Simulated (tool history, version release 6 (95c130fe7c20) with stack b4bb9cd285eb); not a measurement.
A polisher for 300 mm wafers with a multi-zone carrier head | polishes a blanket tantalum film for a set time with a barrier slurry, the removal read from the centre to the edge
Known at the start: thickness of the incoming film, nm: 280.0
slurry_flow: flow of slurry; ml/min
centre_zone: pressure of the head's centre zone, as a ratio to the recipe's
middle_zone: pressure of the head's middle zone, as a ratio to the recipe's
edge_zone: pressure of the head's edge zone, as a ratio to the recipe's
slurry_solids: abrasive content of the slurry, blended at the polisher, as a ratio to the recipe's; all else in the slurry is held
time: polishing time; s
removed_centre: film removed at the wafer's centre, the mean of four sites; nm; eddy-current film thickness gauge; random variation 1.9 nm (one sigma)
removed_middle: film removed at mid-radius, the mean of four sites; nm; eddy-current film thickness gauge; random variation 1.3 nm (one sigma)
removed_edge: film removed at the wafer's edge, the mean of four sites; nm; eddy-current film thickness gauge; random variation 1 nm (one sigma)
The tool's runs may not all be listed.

| run | day | slurry_flow | centre_zone | middle_zone | edge_zone | slurry_solids | time | removed_centre | removed_middle | removed_edge |
|---|---|---|---|---|---|---|---|---|---|---|
| 1 | 0 | 150 | 1 | 1 | 1 | 1 | 72 | 86.353 | 86.191 | 81.353 |
| 2 | 0.171 | 150 | 1 | 1 | 1 | 1.15 | 72 | 89.046 | 92.291 | 86.397 |
| 3 | 0.333 | 155 | 1.02 | 1.01 | 1.01 | 1.2 | 72 | 90.847 | 92.615 | 87.516 |
| 4 | 0.629 | 155 | 1.02 | 1.01 | 1.01 | 1.2 | 56 | 71.966 | 71.44 | 68.658 |
| 5 | 0.775 | 155 | 1.02 | 1.01 | 1.05 | 1.2 | 56 | 72.175 | 70.837 | 67.905 |
| 6 | 0.912 | 160 | 1.04 | 1.02 | 1.05 | 1.25 | 59 | 78.76 | 77.68 | 73.382 |

The next listed run, before its measurement:
| 7 | 1.004 | 165 | 1.06 | 1.02 | 1.05 | 1.3 | 61 | ? | ? | ? |

Run 7 gave removed_centre 81.815 nm, removed_middle 81.441 nm, removed_edge 77.763 nm.

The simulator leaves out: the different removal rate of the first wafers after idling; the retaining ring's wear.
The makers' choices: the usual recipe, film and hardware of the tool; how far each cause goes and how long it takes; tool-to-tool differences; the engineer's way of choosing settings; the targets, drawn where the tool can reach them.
